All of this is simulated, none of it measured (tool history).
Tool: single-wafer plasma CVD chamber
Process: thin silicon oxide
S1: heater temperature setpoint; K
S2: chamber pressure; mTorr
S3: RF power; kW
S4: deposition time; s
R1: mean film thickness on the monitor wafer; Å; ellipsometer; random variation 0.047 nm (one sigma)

{"run": 1, "day": 0.0, "S1": 653.15, "S2": 625, "S3": 0.28, "S4": 9.7, "R1": 129.76}
{"run": 2, "day": 0.275, "S1": 653.15, "S2": 646, "S3": 0.28, "S4": 9.7, "R1": 134.02}
{"run": 3, "day": 0.596, "S1": 653.15, "S2": 568, "S3": 0.28, "S4": 9.7, "R1": 118.84}
{"run": 4, "day": 0.9, "S1": 653.15, "S2": 603, "S3": 0.28, "S4": 9.7, "R1": 124.94}
{"run": 5, "day": 1.238, "S1": 653.15, "S2": 657, "S3": 0.28, "S4": 9.7, "R1": 136.91}
{"run": 6, "day": 1.346, "S1": 653.15, "S2": 702, "S3": 0.28, "S4": 9.7, "R1": 144.64}

Run 7 comes next. What will it give?
{"run": 7, "day": 1.454, "S1": 653.15, "S2": 712, "S3": 0.28, "S4": 9.7, "R1": "?"}

Run 7 gave R1 146.65 Å.
